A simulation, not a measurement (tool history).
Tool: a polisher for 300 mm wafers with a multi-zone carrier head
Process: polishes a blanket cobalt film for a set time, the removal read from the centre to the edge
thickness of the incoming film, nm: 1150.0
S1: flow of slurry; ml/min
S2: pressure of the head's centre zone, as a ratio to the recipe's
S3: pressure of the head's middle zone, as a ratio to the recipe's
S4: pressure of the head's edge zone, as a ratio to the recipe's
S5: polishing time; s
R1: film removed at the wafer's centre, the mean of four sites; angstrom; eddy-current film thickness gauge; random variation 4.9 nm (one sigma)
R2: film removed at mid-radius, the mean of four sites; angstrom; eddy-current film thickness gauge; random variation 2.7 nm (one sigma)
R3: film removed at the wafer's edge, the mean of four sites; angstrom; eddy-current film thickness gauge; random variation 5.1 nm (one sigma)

run,day,S1,S2,S3,S4,S5,R1,R2,R3
1,0,310,1,1,1,56,4555.4,4601.3,4462.5
2,0.362,310,0.98,1,0.97,53,4120.3,4294.6,4212.4
3,0.65,310,0.99,1.01,0.94,51,4116.3,4204.8,4076.2
4,0.817,310,0.99,1.01,0.88,51,4110.4,4206.7,3859.4
5,0.9,305,0.97,1,0.86,50,3832.2,4104.7,3751.2
6,0.996,305,0.97,1,0.95,50,4015.9,4021.6,3856.6

The next listed run, before its measurement:
7,1.308,295,0.94,1,0.93,50,?,?,?

R1: 3825.3 angstrom
R2: 4048.1 angstrom
R3: 3816.5 angstrom
